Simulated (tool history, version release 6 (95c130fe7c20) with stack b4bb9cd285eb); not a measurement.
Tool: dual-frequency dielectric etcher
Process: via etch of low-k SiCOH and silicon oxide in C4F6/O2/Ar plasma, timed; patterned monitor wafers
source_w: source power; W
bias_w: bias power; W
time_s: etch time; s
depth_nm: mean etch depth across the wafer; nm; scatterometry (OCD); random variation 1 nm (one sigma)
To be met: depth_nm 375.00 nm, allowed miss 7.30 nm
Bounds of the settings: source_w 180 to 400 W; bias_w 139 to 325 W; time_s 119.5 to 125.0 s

run 1 hour=0.0 | source_w=290 bias_w=232 time_s=119.5 | depth_nm=318.42
run 2 hour=6.8 | source_w=290 bias_w=201 time_s=119.5 | depth_nm=306.22
run 3 hour=8.1 | source_w=290 bias_w=201 time_s=119.5 | depth_nm=306.22
run 4 hour=13.0 | source_w=310 bias_w=214 time_s=120.0 | depth_nm=322.93
run 5 hour=21.2 | source_w=330 bias_w=219 time_s=120.0 | depth_nm=332.60
run 6 hour=23.1 | source_w=330 bias_w=203 time_s=120.0 | depth_nm=326.78
run 7 hour=31.0 | source_w=350 bias_w=212 time_s=120.5 | depth_nm=339.88
run 8 hour=36.0 | source_w=360 bias_w=219 time_s=121.0 | depth_nm=346.99

Which of these 4 next moves meets every target?
run A hour=41.0 | source_w=340 bias_w=251 time_s=123.5 | depth_nm=?
run B hour=41.0 | source_w=400 bias_w=221 time_s=119.5 | depth_nm=?
run C hour=41.0 | source_w=390 bias_w=230 time_s=125.0 | depth_nm=?
run D hour=41.0 | source_w=390 bias_w=213 time_s=120.5 | depth_nm=?

move=A depth_nm=361.14
move=B depth_nm=360.14
move=C depth_nm=377.11
move=D depth_nm=355.57
A: nearer than the last run, and not there yet
B: nearer than the last run, and not there yet
C: meets every target
D: nearer than the last run, and not there yet
Move C is the one to make.
